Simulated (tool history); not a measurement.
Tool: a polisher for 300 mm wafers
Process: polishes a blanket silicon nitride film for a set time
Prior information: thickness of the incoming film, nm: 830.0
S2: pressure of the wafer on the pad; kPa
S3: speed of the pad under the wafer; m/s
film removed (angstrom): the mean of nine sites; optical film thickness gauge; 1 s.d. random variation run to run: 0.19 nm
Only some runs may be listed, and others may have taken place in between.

{"run": 1, "hour": 0.0, "flow of slurry (ml/min)": 220, "S2": 17.9, "S3": 1.02, "polishing time (s)": 25, "film removed (angstrom)": 381.79}
{"run": 2, "hour": 3.7, "flow of slurry (ml/min)": 180, "S2": 17.9, "S3": 1.02, "polishing time (s)": 25, "film removed (angstrom)": 372.09}
{"run": 3, "hour": 10.5, "flow of slurry (ml/min)": 180, "S2": 17.9, "S3": 0.88, "polishing time (s)": 25, "film removed (angstrom)": 349.09}
{"run": 4, "hour": 16.0, "flow of slurry (ml/min)": 180, "S2": 17.9, "S3": 1.1, "polishing time (s)": 25, "film removed (angstrom)": 390.52}
{"run": 5, "hour": 20.1, "flow of slurry (ml/min)": 180, "S2": 16.5, "S3": 1.1, "polishing time (s)": 25, "film removed (angstrom)": 358.74}
{"run": 6, "hour": 23.0, "flow of slurry (ml/min)": 180, "S2": 15.2, "S3": 1.1, "polishing time (s)": 25, "film removed (angstrom)": 329.01}
{"run": 7, "hour": 26.6, "flow of slurry (ml/min)": 180, "S2": 14.5, "S3": 1.1, "polishing time (s)": 25, "film removed (angstrom)": 315.07}
{"run": 8, "hour": 27.4, "flow of slurry (ml/min)": 180, "S2": 13.8, "S3": 1.1, "polishing time (s)": 25, "film removed (angstrom)": 301.74}

Estimate the outcome of run 9 from the log above:
{"run": 9, "hour": 28.6, "flow of slurry (ml/min)": 180, "S2": 13.1, "S3": 1.1, "polishing time (s)": 25, "film removed (angstrom)": "?"}

{"run 9": {"film removed (angstrom)": 285.98}}
